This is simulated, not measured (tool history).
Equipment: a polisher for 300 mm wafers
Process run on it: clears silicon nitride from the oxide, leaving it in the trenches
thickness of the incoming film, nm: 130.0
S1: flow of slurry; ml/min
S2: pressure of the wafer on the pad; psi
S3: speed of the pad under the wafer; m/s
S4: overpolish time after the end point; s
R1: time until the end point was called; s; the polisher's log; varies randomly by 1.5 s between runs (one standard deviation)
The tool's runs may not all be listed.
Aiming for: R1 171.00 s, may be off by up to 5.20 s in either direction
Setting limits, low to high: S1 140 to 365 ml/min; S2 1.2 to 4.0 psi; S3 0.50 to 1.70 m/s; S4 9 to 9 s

run  hour   S1   S2    S3  S4      R1
  1   0.0  235  2.6  1.10   9  136.54
  2   7.3  235  2.5  1.10   9  137.65
  3  14.7  260  2.5  1.10   9  137.99
  4  17.7  260  2.5  1.10   9  141.19
  5  25.7  260  2.5  1.10   9  140.43
  6  34.1  285  2.5  1.10   9  137.91
  7  38.6  285  2.4  1.10   9  142.75
  8  47.3  285  2.3  1.10   9  149.77
  9  53.0  285  2.2  1.10   9  152.96
 10  58.9  275  1.9  1.10   9  180.11
 11  65.1  280  1.9  1.10   9  180.38
 12  65.7  285  1.9  1.10   9  176.74
 13  72.5  290  1.9  1.10   9  181.54
 14  78.1  290  2.1  1.10   9  159.42
 15  79.4  280  2.1  1.10   9  161.29
 16  85.3  275  2.1  1.10   9  162.89

Below are 5 possible settings for the next run. Only one of them brings all results inside the allowed miss of their targets. Which is it?
  A  91.2  225  2.5  1.02   9   ?
  B  91.2  270  2.4  0.98   9   ?
  C  91.2  345  2.1  1.02   9   ?
  D  91.2  260  2.0  1.24   9   ?
  E  91.2  285  2.0  1.20   9   ?

move      R1
   A  151.00
   B  159.81
   C  170.97
   D  152.28
   E  155.70
A: moves away from the targets compared with the last run
B: moves away from the targets compared with the last run
C: all results in spec
D: moves away from the targets compared with the last run
E: moves away from the targets compared with the last run
C is the move that brings every result within its allowed miss.
